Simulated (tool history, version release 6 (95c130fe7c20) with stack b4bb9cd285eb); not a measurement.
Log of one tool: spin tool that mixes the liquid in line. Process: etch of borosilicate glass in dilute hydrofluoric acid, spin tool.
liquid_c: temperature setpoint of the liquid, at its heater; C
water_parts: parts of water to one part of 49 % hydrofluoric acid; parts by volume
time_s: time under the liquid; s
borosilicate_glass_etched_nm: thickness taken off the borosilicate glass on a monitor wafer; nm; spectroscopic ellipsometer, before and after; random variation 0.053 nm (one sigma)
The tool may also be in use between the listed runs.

Run 1, day 0: liquid_c 20 C, water_parts 190 parts by volume, time_s 35 s. Result: borosilicate_glass_etched_nm 4.5118 nm.
Run 2, day 0.067: liquid_c 18 C, water_parts 190 parts by volume, time_s 35 s. Result: borosilicate_glass_etched_nm 4.1133 nm.
Run 3, day 0.2: liquid_c 18 C, water_parts 190 parts by volume, time_s 30 s. Result: borosilicate_glass_etched_nm 3.6266 nm.
Run 4, day 0.242: liquid_c 20.5 C, water_parts 190 parts by volume, time_s 30 s. Result: borosilicate_glass_etched_nm 3.9855 nm.
Run 5, day 0.462: liquid_c 22.5 C, water_parts 180 parts by volume, time_s 30 s. Result: borosilicate_glass_etched_nm 4.5878 nm.
Run 6, day 0.792: liquid_c 22.5 C, water_parts 180 parts by volume, time_s 30 s. Result: borosilicate_glass_etched_nm 4.5785 nm.
Run 7, day 0.925: liquid_c 24 C, water_parts 175 parts by volume, time_s 30 s. Result: borosilicate_glass_etched_nm 5.0315 nm.
Run 8, day 1.167: liquid_c 25 C, water_parts 175 parts by volume, time_s 30 s. Result: borosilicate_glass_etched_nm 5.1423 nm.

The next listed run, before its measurement:
Run 9, day 1.375: liquid_c 28 C, water_parts 170 parts by volume, time_s 30 s. Result: borosilicate_glass_etched_nm ?.

{"run 9": {"borosilicate_glass_etched_nm": 6.0292}}
